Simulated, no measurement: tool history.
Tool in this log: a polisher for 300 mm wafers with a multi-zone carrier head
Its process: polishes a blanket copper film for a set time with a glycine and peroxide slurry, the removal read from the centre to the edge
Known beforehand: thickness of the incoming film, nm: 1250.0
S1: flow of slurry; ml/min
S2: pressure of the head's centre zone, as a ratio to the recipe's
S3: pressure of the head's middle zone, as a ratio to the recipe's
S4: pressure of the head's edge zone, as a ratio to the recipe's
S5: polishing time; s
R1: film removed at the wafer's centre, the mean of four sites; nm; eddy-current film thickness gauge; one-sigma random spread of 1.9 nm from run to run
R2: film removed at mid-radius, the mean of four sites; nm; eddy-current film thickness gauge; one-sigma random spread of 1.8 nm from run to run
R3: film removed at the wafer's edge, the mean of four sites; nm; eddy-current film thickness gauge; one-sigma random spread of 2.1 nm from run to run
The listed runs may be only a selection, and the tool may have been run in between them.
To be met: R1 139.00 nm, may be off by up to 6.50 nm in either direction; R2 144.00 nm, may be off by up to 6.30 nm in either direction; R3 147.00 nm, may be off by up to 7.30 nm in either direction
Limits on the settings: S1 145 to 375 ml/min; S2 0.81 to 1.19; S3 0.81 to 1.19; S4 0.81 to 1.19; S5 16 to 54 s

{"run": 1, "hour": 0.0, "S1": 240, "S2": 1.0, "S3": 1.0, "S4": 1.0, "S5": 35, "R1": 164.33, "R2": 162.86, "R3": 165.81}
{"run": 2, "hour": 1.2, "S1": 240, "S2": 1.0, "S3": 1.0, "S4": 1.05, "S5": 35, "R1": 166.59, "R2": 161.33, "R3": 162.14}
{"run": 3, "hour": 5.4, "S1": 240, "S2": 1.0, "S3": 0.91, "S4": 1.05, "S5": 35, "R1": 168.37, "R2": 157.23, "R3": 163.36}
{"run": 4, "hour": 10.9, "S1": 240, "S2": 0.98, "S3": 0.92, "S4": 1.04, "S5": 34, "R1": 156.06, "R2": 150.39, "R3": 159.48}
{"run": 5, "hour": 13.3, "S1": 240, "S2": 0.98, "S3": 0.92, "S4": 0.98, "S5": 34, "R1": 156.44, "R2": 151.56, "R3": 157.74}
{"run": 6, "hour": 17.2, "S1": 240, "S2": 0.98, "S3": 0.85, "S4": 0.98, "S5": 34, "R1": 156.86, "R2": 144.17, "R3": 160.24}
{"run": 7, "hour": 22.6, "S1": 240, "S2": 0.97, "S3": 0.89, "S4": 0.98, "S5": 33, "R1": 150.59, "R2": 146.63, "R3": 154.75}
{"run": 8, "hour": 26.3, "S1": 240, "S2": 0.96, "S3": 0.9, "S4": 0.98, "S5": 32, "R1": 145.77, "R2": 144.3, "R3": 151.06}
{"hour": 30.3, "done": "worn pad replaced by a new one"}
{"run": 9, "hour": 30.3, "S1": 240, "S2": 0.95, "S3": 0.91, "S4": 0.98, "S5": 32, "R1": 160.88, "R2": 155.5, "R3": 163.11}
{"run": 10, "hour": 39.2, "S1": 210, "S2": 0.95, "S3": 0.92, "S4": 0.93, "S5": 31, "R1": 157.2, "R2": 153.12, "R3": 154.6}
{"run": 11, "hour": 39.8, "S1": 230, "S2": 0.94, "S3": 0.92, "S4": 0.94, "S5": 30, "R1": 148.41, "R2": 148.79, "R3": 153.3}

Which one of the following 5 next-run settings gets every result inside its allowed miss? There is exactly one.
{"run": "A", "hour": 40.4, "S1": 145, "S2": 0.97, "S3": 1.19, "S4": 0.82, "S5": 29, "R1": "?", "R2": "?", "R3": "?"}
{"run": "B", "hour": 40.4, "S1": 230, "S2": 0.92, "S3": 0.99, "S4": 0.82, "S5": 31, "R1": "?", "R2": "?", "R3": "?"}
{"run": "C", "hour": 40.4, "S1": 375, "S2": 0.81, "S3": 0.85, "S4": 0.83, "S5": 30, "R1": "?", "R2": "?", "R3": "?"}
{"run": "D", "hour": 40.4, "S1": 145, "S2": 0.97, "S3": 0.82, "S4": 0.97, "S5": 33, "R1": "?", "R2": "?", "R3": "?"}
{"run": "E", "hour": 40.4, "S1": 160, "S2": 0.99, "S3": 1.14, "S4": 0.88, "S5": 28, "R1": "?", "R2": "?", "R3": "?"}

move=A R1=140.40 R2=165.05 R3=130.45
move=B R1=153.32 R2=162.21 R3=145.35
move=C R1=142.62 R2=147.01 R3=146.25
move=D R1=159.41 R2=143.32 R3=160.27
move=E R1=139.38 R2=156.14 R3=131.00
A: gets the furthest-off result to its target, but another result is out of tolerance
B: further off than the last run
C: hits every target within its allowed miss
D: further off than the last run
E: gets the furthest-off result to its target, but another result is out of tolerance
So the answer is move C, the one that meets all the targets.
